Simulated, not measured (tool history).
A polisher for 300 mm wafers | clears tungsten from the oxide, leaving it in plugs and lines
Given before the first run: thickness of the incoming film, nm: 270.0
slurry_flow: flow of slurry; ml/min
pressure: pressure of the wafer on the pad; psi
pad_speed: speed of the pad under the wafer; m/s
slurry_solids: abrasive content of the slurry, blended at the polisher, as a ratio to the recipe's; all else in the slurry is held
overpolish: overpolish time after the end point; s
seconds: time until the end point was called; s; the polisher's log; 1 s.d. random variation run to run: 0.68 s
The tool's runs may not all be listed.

{"run": 1, "hour": 0.0, "slurry_flow": 300, "pressure": 4.7, "pad_speed": 0.88, "slurry_solids": 1.0, "overpolish": 33, "seconds": 55.698}
{"run": 2, "hour": 3.6, "slurry_flow": 300, "pressure": 4.6, "pad_speed": 0.88, "slurry_solids": 1.0, "overpolish": 33, "seconds": 57.81}
{"run": 3, "hour": 5.6, "slurry_flow": 300, "pressure": 4.6, "pad_speed": 0.88, "slurry_solids": 1.0, "overpolish": 35, "seconds": 56.356}
{"run": 4, "hour": 7.5, "slurry_flow": 300, "pressure": 4.6, "pad_speed": 0.88, "slurry_solids": 1.2, "overpolish": 35, "seconds": 53.126}
{"run": 5, "hour": 14.8, "slurry_flow": 275, "pressure": 4.6, "pad_speed": 0.88, "slurry_solids": 1.2, "overpolish": 35, "seconds": 54.191}
{"hour": 16.1, "done": "slurry tank refilled with fresh slurry and peroxide"}
{"run": 6, "hour": 16.1, "slurry_flow": 275, "pressure": 4.6, "pad_speed": 0.88, "slurry_solids": 1.35, "overpolish": 35, "seconds": 47.526}
{"run": 7, "hour": 25.0, "slurry_flow": 275, "pressure": 4.2, "pad_speed": 0.88, "slurry_solids": 1.35, "overpolish": 35, "seconds": 51.207}

The next listed run, before its measurement:
{"run": 8, "hour": 27.0, "slurry_flow": 275, "pressure": 3.9, "pad_speed": 0.88, "slurry_solids": 1.35, "overpolish": 35, "seconds": "?"}

{"run 8": {"seconds": 54.657}}
